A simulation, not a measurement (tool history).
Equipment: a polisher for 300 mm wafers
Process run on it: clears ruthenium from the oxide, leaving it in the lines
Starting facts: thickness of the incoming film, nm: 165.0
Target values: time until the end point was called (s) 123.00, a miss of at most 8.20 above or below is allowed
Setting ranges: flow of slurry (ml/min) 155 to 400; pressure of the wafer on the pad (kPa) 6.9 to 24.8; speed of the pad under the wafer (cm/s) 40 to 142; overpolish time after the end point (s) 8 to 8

| run | day | flow of slurry (ml/min) | pressure of the wafer on the pad (kPa) | speed of the pad under the wafer (cm/s) | overpolish time after the end point (s) | time until the end point was called (s) |
|---|---|---|---|---|---|---|
| 1 | 0.000 | 255 | 15.9 | 90 | 8 | 151.12 |
| 2 | 0.046 | 255 | 15.9 | 74 | 8 | 185.70 |
| 3 | 0.400 | 255 | 17.2 | 76 | 8 | 173.20 |
| 4 | 0.712 | 195 | 17.2 | 76 | 8 | 169.73 |
| 5 | 0.992 | 195 | 17.2 | 62 | 8 | 213.29 |
| 6 | 1.333 | 195 | 19.3 | 66 | 8 | 179.48 |
| 7 | 1.475 | 195 | 20.7 | 68 | 8 | 165.37 |
| 8 | 1.500 | 195 | 21.4 | 70 | 8 | 154.41 |
| 9 | 1.700 | 195 | 22.1 | 72 | 8 | 146.56 |
| 10 | 1.808 | 195 | 22.1 | 72 | 8 | 143.20 |
| 11 | 2.071 | 195 | 22.8 | 72 | 8 | 141.72 |
| 12 | 2.200 | 195 | 23.4 | 74 | 8 | 133.74 |

Which single option among these 4 for the next run brings every result within its allowed miss of target? Just one does.
| A | 2.329 | 210 | 22.8 | 70 | 8 | ? |
| B | 2.329 | 175 | 24.8 | 76 | 8 | ? |
| C | 2.329 | 160 | 22.8 | 66 | 8 | ? |
| D | 2.329 | 205 | 24.1 | 62 | 8 | ? |

| move | time until the end point was called (s) |
|---|---|
| A | 137.46 |
| B | 120.10 |
| C | 152.38 |
| D | 146.30 |
A: lands further from the targets than the last run did
B: every result lands within tolerance
C: lands further from the targets than the last run did
D: lands further from the targets than the last run did
The move that meets every target is B.
